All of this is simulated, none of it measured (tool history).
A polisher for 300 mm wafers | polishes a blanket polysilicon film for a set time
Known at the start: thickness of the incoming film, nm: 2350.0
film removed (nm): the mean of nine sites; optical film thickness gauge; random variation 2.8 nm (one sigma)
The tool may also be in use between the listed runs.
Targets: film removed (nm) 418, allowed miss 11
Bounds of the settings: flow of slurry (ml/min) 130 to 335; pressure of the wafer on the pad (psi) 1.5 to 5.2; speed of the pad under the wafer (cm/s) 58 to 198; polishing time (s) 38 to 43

run  hour  flow of slurry (ml/min)  pressure of the wafer on the pad (psi)  speed of the pad under the wafer (cm/s)  polishing time (s)  film removed (nm)
  1     0                      215                                     3.3                                      128                  43              551.8
  2   4.2                      210                                     3.1                                      128                  43             512.34
  3   6.7                      205                                       3                                      128                  43             500.42
  4    12                      205                                     2.9                                      128                  43             485.58
  5  16.5                      205                                     2.9                                      158                  43             596.06
  6  22.6                      200                                     2.6                                      158                  43             539.33
  7  28.3                      195                                     2.4                                      158                  43              496.4
  8  32.5                      190                                     2.3                                      158                  43             477.07
  9  36.7                      185                                     2.2                                      158                  43             454.93
 10  44.7                      175                                     2.2                                      158                  43             454.24
 11  49.4                      170                                     2.2                                      158                  43             446.86
 12    57                      165                                     2.2                                      158                  43              446.4
 13  65.9                      160                                     2.2                                      158                  43             443.34
 14  67.8                      155                                     2.2                                      158                  43             442.35
 15  69.7                      150                                     2.2                                      158                  43             440.84
 16  76.6                      145                                     2.2                                      158                  43             435.28
 17  79.6                      140                                     2.2                                      158                  43             434.98

Which of these 4 next moves meets every target?
  A  82.6                      200                                       2                                      170                  43                  ?
  B  82.6                      170                                     2.3                                      140                  43                  ?
  C  82.6                      145                                     2.4                                      160                  40                  ?
  D  82.6                      155                                     2.3                                      172                  38                  ?

move  film removed (nm)
   A             453.17
   B             414.78
   C             442.92
   D             440.32
A: further off than the last run
B: meets every target
C: further off than the last run
D: further off than the last run
The right move is B.

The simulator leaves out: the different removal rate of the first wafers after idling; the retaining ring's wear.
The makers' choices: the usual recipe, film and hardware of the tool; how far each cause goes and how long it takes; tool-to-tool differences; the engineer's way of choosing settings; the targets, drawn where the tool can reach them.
